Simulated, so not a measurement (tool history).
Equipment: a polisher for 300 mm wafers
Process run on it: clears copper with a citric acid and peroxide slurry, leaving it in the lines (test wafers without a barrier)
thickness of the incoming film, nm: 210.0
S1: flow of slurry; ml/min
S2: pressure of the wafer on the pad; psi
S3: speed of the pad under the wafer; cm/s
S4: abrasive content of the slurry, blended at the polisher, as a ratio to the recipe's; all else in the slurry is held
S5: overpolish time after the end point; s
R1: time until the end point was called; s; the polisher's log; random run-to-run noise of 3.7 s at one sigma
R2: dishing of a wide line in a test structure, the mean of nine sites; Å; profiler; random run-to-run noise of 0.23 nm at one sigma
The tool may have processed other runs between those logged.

{"run": 1, "day": 0.0, "S1": 240, "S2": 2.6, "S3": 84, "S4": 1.0, "S5": 16, "R1": 146.64, "R2": 190.95}
{"run": 2, "day": 0.233, "S1": 275, "S2": 2.6, "S3": 84, "S4": 1.0, "S5": 16, "R1": 144.95, "R2": 196.68}
{"run": 3, "day": 0.492, "S1": 275, "S2": 3.1, "S3": 84, "S4": 1.0, "S5": 16, "R1": 129.74, "R2": 222.87}
{"run": 4, "day": 0.867, "S1": 275, "S2": 3.3, "S3": 84, "S4": 1.0, "S5": 16, "R1": 124.6, "R2": 226.77}
{"run": 5, "day": 0.925, "S1": 275, "S2": 2.9, "S3": 80, "S4": 1.0, "S5": 14, "R1": 138.8, "R2": 180.52}
{"run": 6, "day": 1.212, "S1": 275, "S2": 2.6, "S3": 80, "S4": 1.0, "S5": 14, "R1": 149.44, "R2": 158.46}
{"run": 7, "day": 1.388, "S1": 275, "S2": 2.3, "S3": 78, "S4": 1.0, "S5": 14, "R1": 162.17, "R2": 152.0}
{"run": 8, "day": 1.625, "S1": 275, "S2": 2.3, "S3": 78, "S4": 1.0, "S5": 14, "R1": 166.99, "R2": 153.45}

Forecast run 9:
{"run": 9, "day": 1.712, "S1": 275, "S2": 2.0, "S3": 78, "S4": 1.0, "S5": 10, "R1": "?", "R2": "?"}

Logged for run 9: R1 180.48 s, R2 98.418 Å.
